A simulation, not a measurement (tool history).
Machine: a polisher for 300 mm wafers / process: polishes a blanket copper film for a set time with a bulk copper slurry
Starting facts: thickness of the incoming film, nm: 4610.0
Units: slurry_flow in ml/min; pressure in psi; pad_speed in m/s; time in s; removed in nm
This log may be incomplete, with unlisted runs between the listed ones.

{"run": 1, "day": 0.0, "slurry_flow": 255, "pressure": 2.3, "pad_speed": 0.98, "slurry_solids": 1, "time": 66, "removed": 423.93}
{"run": 2, "day": 0.112, "slurry_flow": 255, "pressure": 2.4, "pad_speed": 0.98, "slurry_solids": 1, "time": 66, "removed": 433.83}
{"run": 3, "day": 0.2, "slurry_flow": 200, "pressure": 2.4, "pad_speed": 0.98, "slurry_solids": 1, "time": 66, "removed": 412.61}
{"run": 4, "day": 0.467, "slurry_flow": 210, "pressure": 2.5, "pad_speed": 0.98, "slurry_solids": 1, "time": 66, "removed": 443.9}
{"run": 5, "day": 0.562, "slurry_flow": 215, "pressure": 2.6, "pad_speed": 0.98, "slurry_solids": 1, "time": 66, "removed": 462.86}
{"run": 6, "day": 0.917, "slurry_flow": 220, "pressure": 2.7, "pad_speed": 0.98, "slurry_solids": 1, "time": 66, "removed": 460.56}

Predict the results of run 7:
{"run": 7, "day": 0.979, "slurry_flow": 220, "pressure": 2.8, "pad_speed": 1, "slurry_solids": 1, "time": 66, "removed": "?"}

{"run 7": {"removed": 496.09}}

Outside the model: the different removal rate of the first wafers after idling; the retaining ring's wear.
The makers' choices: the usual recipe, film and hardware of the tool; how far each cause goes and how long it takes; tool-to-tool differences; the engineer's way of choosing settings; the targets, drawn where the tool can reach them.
